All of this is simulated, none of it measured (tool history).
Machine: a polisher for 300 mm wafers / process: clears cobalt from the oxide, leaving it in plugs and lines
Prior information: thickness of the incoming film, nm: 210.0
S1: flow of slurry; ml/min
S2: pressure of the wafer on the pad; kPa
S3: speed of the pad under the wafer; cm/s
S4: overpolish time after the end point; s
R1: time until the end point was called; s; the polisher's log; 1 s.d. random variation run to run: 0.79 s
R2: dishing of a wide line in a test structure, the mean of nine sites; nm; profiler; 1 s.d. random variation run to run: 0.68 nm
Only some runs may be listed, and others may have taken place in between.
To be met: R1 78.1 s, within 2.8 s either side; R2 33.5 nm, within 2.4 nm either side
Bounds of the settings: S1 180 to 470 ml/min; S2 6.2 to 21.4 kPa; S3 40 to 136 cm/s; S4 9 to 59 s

run,hour,S1,S2,S3,S4,R1,R2
1,0,300,13.8,88,30,51.786,55.093
2,9,300,12.4,88,25,55.217,47.051
3,12.2,300,12.4,88,17,56.823,39.433
4,18,300,11,88,17,61.238,37.801
5,22.4,300,10.3,88,17,65.535,35.958
6,27.5,300,10.3,88,23,64.744,44.118
7,29.1,300,9.7,88,21,68.188,40.248
8,34.8,300,9,88,19,72.552,35.771

Pick the move, out of 4, that brings all results within their allowed miss; only one does.
A,40.5,315,8.3,84,18,?,?
B,40.5,335,11.7,68,14,?,?
C,40.5,245,6.9,94,19,?,?
D,40.5,285,9.7,88,19,?,?

move,R1,R2
A,77.502,32.164
B,70.288,28.864
C,81.702,32.202
D,67.149,36.524
A: every result lands within tolerance
B: misses by more than the last run did
C: the result that was furthest off in the last run now lies on the other side of its target
D: misses by more than the last run did
The right move is A.

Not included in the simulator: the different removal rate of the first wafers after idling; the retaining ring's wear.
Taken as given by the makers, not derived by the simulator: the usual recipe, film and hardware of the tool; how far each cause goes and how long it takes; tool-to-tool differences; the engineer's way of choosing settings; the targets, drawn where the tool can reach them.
